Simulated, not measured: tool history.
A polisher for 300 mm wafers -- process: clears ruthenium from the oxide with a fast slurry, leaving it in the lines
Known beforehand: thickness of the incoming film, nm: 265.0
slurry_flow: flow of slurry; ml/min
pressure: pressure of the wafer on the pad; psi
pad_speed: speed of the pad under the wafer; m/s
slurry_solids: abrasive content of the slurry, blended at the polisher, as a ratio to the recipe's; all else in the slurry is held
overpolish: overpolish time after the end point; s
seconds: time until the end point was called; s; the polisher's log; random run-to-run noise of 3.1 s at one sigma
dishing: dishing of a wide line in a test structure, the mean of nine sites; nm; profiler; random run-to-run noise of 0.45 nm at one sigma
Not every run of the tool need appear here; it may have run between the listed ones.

{"run": 1, "day": 0.0, "slurry_flow": 125, "pressure": 1.9, "pad_speed": 0.76, "slurry_solids": 1.0, "overpolish": 23, "seconds": 152.75, "dishing": 35.148}
{"run": 2, "day": 0.117, "slurry_flow": 125, "pressure": 1.8, "pad_speed": 0.76, "slurry_solids": 1.0, "overpolish": 20, "seconds": 161.97, "dishing": 29.353}
{"run": 3, "day": 0.346, "slurry_flow": 125, "pressure": 1.7, "pad_speed": 0.76, "slurry_solids": 1.0, "overpolish": 18, "seconds": 165.52, "dishing": 26.344}
{"run": 4, "day": 0.654, "slurry_flow": 125, "pressure": 1.6, "pad_speed": 0.76, "slurry_solids": 1.0, "overpolish": 17, "seconds": 179.28, "dishing": 23.748}
{"day": 0.696, "done": "slurry blender recalibrated"}
{"run": 5, "day": 0.696, "slurry_flow": 125, "pressure": 1.6, "pad_speed": 0.76, "slurry_solids": 1.0, "overpolish": 16, "seconds": 156.86, "dishing": 25.24}
{"run": 6, "day": 1.05, "slurry_flow": 125, "pressure": 1.6, "pad_speed": 0.76, "slurry_solids": 1.0, "overpolish": 19, "seconds": 152.81, "dishing": 28.62}
{"run": 7, "day": 1.1, "slurry_flow": 125, "pressure": 1.2, "pad_speed": 0.74, "slurry_solids": 1.0, "overpolish": 11, "seconds": 200.57, "dishing": 13.617}

Estimate the outcome of run 8 from the log above:
{"run": 8, "day": 1.204, "slurry_flow": 125, "pressure": 1.3, "pad_speed": 0.74, "slurry_solids": 1.0, "overpolish": 12, "seconds": "?", "dishing": "?"}

Run 8 yielded seconds 193.41 s, dishing 16.473 nm.
